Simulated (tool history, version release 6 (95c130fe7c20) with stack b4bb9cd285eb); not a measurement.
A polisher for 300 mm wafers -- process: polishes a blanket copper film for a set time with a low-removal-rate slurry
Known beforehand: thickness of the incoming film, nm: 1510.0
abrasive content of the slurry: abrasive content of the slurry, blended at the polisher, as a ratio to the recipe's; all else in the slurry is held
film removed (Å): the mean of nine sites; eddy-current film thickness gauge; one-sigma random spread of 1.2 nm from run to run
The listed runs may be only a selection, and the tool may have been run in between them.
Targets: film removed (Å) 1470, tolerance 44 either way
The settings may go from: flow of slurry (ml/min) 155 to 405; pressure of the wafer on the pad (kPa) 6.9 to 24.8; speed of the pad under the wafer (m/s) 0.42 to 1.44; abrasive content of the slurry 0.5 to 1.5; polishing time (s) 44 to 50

run	day	flow of slurry (ml/min)	pressure of the wafer on the pad (kPa)	speed of the pad under the wafer (m/s)	abrasive content of the slurry	polishing time (s)	film removed (Å)
1	0	260	15.9	0.92	1	50	895.03
2	0.15	260	17.9	0.92	1	50	1024
3	0.308	260	17.9	0.92	0.85	50	998.3
4	0.388	260	19.3	0.92	0.85	50	1065.8
5	0.762	260	20.7	0.92	0.85	50	1171.2
6	0.888	260	20.7	0.92	0.65	50	1123.8
7	1.229	260	21.4	0.92	0.65	50	1170.1
8	1.296	260	22.1	0.92	0.65	50	1189.7
9	1.633	270	24.8	0.98	0.65	50	1406.4

Pick the move, out of 5, that brings all results within their allowed miss; only one does.
A	1.971	300	24.1	0.94	0.8	50	?
B	1.971	330	22.8	1.18	0.5	46	?
C	1.971	225	24.1	1.12	0.5	47	?
D	1.971	250	24.1	1.08	0.95	48	?
E	1.971	245	24.8	1.12	0.65	50	?

move	film removed (Å)
A	1355.9
B	1351.5
C	1364.1
D	1461
E	1539.7
A: lands further from the targets than the last run did
B: lands further from the targets than the last run did
C: lands further from the targets than the last run did
D: every result within its allowed miss
E: the result that was furthest off in the last run now lies on the other side of its target
Go with D: it meets all targets.

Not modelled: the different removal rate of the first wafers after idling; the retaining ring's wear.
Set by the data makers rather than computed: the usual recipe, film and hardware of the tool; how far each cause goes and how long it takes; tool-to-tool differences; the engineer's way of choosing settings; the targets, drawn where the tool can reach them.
